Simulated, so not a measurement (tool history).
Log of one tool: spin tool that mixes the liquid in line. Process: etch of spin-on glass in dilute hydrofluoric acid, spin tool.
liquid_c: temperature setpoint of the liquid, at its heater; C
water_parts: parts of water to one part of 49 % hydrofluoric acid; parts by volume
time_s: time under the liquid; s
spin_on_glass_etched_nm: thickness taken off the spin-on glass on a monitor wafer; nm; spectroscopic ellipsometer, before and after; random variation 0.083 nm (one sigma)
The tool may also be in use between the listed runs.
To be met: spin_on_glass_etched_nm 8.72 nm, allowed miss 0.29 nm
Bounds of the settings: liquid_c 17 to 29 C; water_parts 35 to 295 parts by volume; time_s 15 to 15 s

{"run": 1, "hour": 0.0, "liquid_c": 21, "water_parts": 165, "time_s": 15, "spin_on_glass_etched_nm": 3.675}
{"run": 2, "hour": 1.7, "liquid_c": 22, "water_parts": 150, "time_s": 15, "spin_on_glass_etched_nm": 4.2028}
{"run": 3, "hour": 5.9, "liquid_c": 24.5, "water_parts": 150, "time_s": 15, "spin_on_glass_etched_nm": 4.6277}
{"run": 4, "hour": 8.4, "liquid_c": 25, "water_parts": 140, "time_s": 15, "spin_on_glass_etched_nm": 5.0843}
{"run": 5, "hour": 12.4, "liquid_c": 28.5, "water_parts": 140, "time_s": 15, "spin_on_glass_etched_nm": 5.8629}
{"run": 6, "hour": 17.5, "liquid_c": 28.5, "water_parts": 140, "time_s": 15, "spin_on_glass_etched_nm": 5.9256}
{"run": 7, "hour": 21.9, "liquid_c": 28.5, "water_parts": 130, "time_s": 15, "spin_on_glass_etched_nm": 6.3805}
{"run": 8, "hour": 24.6, "liquid_c": 28.5, "water_parts": 125, "time_s": 15, "spin_on_glass_etched_nm": 6.7433}
{"run": 9, "hour": 28.8, "liquid_c": 29, "water_parts": 85, "time_s": 15, "spin_on_glass_etched_nm": 10.478}
{"run": 10, "hour": 30.7, "liquid_c": 25, "water_parts": 85, "time_s": 15, "spin_on_glass_etched_nm": 9.1598}

Which of these 5 next moves meets every target?
{"run": "A", "hour": 32.6, "liquid_c": 28.5, "water_parts": 90, "time_s": 15, "spin_on_glass_etched_nm": "?"}
{"run": "B", "hour": 32.6, "liquid_c": 25.5, "water_parts": 80, "time_s": 15, "spin_on_glass_etched_nm": "?"}
{"run": "C", "hour": 32.6, "liquid_c": 26, "water_parts": 90, "time_s": 15, "spin_on_glass_etched_nm": "?"}
{"run": "D", "hour": 32.6, "liquid_c": 25.5, "water_parts": 85, "time_s": 15, "spin_on_glass_etched_nm": "?"}
{"run": "E", "hour": 32.6, "liquid_c": 24.5, "water_parts": 80, "time_s": 15, "spin_on_glass_etched_nm": "?"}

move=A spin_on_glass_etched_nm=9.7525
move=B spin_on_glass_etched_nm=9.8924
move=C spin_on_glass_etched_nm=8.8516
move=D spin_on_glass_etched_nm=9.2498
move=E spin_on_glass_etched_nm=9.5058
A: further off than the last run
B: further off than the last run
C: meets every target
D: further off than the last run
E: further off than the last run
Answer: C

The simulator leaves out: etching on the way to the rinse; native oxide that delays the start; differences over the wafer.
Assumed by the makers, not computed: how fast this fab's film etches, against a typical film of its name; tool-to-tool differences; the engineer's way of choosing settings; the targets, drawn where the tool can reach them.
